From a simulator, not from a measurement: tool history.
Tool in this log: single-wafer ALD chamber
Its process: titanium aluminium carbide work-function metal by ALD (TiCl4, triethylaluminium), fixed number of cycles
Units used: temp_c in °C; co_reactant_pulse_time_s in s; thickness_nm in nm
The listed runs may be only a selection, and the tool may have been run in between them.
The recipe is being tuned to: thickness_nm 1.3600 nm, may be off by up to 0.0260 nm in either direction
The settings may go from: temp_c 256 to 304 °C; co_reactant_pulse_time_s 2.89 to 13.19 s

run 1 hour=0.0 | temp_c=280 co_reactant_pulse_time_s=8.04 | thickness_nm=1.6574
run 2 hour=2.9 | temp_c=270 co_reactant_pulse_time_s=8.04 | thickness_nm=1.5871
run 3 hour=11.1 | temp_c=264 co_reactant_pulse_time_s=8.04 | thickness_nm=1.5429
run 4 hour=18.8 | temp_c=264 co_reactant_pulse_time_s=7.07 | thickness_nm=1.5028
run 5 hour=26.1 | temp_c=257 co_reactant_pulse_time_s=7.07 | thickness_nm=1.4612
run 6 hour=29.7 | temp_c=265 co_reactant_pulse_time_s=7.07 | thickness_nm=1.4942
run 7 hour=31.7 | temp_c=263 co_reactant_pulse_time_s=6.54 | thickness_nm=1.4676
run 8 hour=35.4 | temp_c=261 co_reactant_pulse_time_s=6.05 | thickness_nm=1.4055
run 9 hour=43.8 | temp_c=260 co_reactant_pulse_time_s=5.92 | thickness_nm=1.4059

5 next moves are on the table. One of them brings every result within its allowed miss. Which?
run A hour=52.2 | temp_c=266 co_reactant_pulse_time_s=6.17 | thickness_nm=?
run B hour=52.2 | temp_c=262 co_reactant_pulse_time_s=5.96 | thickness_nm=?
run C hour=52.2 | temp_c=263 co_reactant_pulse_time_s=8.33 | thickness_nm=?
run D hour=52.2 | temp_c=261 co_reactant_pulse_time_s=6.22 | thickness_nm=?
run E hour=52.2 | temp_c=258 co_reactant_pulse_time_s=5.72 | thickness_nm=?

move=A thickness_nm=1.4532
move=B thickness_nm=1.4129
move=C thickness_nm=1.5411
move=D thickness_nm=1.4255
move=E thickness_nm=1.3696
A: its largest miss is bigger than the last run's
B: its largest miss is bigger than the last run's
C: its largest miss is bigger than the last run's
D: its largest miss is bigger than the last run's
E: every result lands within tolerance
So the answer is move E, the one that meets all the targets.

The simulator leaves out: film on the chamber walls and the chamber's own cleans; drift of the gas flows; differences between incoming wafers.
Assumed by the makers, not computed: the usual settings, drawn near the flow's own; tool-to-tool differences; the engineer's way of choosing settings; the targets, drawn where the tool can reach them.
